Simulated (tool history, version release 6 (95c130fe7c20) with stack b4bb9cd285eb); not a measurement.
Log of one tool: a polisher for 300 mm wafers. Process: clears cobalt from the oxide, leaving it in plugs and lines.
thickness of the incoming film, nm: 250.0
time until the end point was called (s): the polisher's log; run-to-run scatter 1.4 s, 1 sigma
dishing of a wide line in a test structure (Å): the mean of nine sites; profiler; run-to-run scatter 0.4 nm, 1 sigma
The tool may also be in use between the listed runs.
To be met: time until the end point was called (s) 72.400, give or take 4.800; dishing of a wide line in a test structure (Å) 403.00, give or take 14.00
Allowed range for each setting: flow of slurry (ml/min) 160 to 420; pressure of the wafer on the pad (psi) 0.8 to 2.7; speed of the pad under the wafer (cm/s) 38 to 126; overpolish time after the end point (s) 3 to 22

run	hour	flow of slurry (ml/min)	pressure of the wafer on the pad (psi)	speed of the pad under the wafer (cm/s)	overpolish time after the end point (s)	time until the end point was called (s)	dishing of a wide line in a test structure (Å)
1	0.0	270	1.7	82	11	63.166	328.64
2	7.1	270	2.1	82	11	52.734	378.83
3	15.8	270	2.1	82	8	52.298	300.55
4	22.7	270	2.1	100	8	42.183	348.41
5	30.4	300	2.1	100	8	40.548	344.49
6	32.6	270	1.9	98	10	46.322	367.18
7	33.8	265	1.7	94	12	56.337	383.52
8	41.8	255	1.6	92	13	59.161	381.80
9	43.2	250	1.5	90	14	64.061	373.09
10	50.7	255	1.5	88	15	65.957	391.05
11	56.4	255	1.5	88	16	66.965	409.55

5 next moves are on the table. One of them brings every result within its allowed miss. Which?
A	62.1	270	1.4	84	19	?	?
B	62.1	200	1.6	76	17	?	?
C	62.1	305	2.2	62	13	?	?
D	62.1	225	1.5	94	16	?	?
E	62.1	230	1.7	94	14	?	?

move	time until the end point was called (s)	dishing of a wide line in a test structure (Å)
A	73.380	443.01
B	72.630	412.40
C	60.736	386.03
D	63.324	435.00
E	55.966	431.63
A: gets the furthest-off result to its target, but another result is out of tolerance
B: all results land within tolerance of their targets
C: its largest miss is bigger than the last run's
D: its largest miss is bigger than the last run's
E: its largest miss is bigger than the last run's
Go with B: it meets all targets.
